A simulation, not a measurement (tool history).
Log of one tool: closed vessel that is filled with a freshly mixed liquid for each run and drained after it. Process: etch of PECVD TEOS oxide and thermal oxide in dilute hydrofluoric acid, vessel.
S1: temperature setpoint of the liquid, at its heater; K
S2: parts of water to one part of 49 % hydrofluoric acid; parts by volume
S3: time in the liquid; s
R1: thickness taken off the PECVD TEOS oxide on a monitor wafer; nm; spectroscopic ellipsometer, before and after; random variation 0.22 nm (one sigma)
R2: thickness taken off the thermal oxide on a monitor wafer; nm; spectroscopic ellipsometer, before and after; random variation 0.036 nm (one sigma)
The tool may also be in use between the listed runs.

run	hour	S1	S2	S3	R1	R2
1	0	293.15	85	150	52.365	7.2832
2	8	290.15	85	150	45.577	6.4657
3	11.5	290.15	100	150	37.688	5.462
4	19.1	290.15	100	185	47.586	6.5725
5	21	290.15	100	185	46.156	6.6594
6	22	290.15	100	240	60.8	8.5962

Forecast run 7:
# hour 26.8: thermometer replaced
7	26.8	290.15	115	225	?	?

Run 7 gave R1 44.406 nm, R2 6.2594 nm.
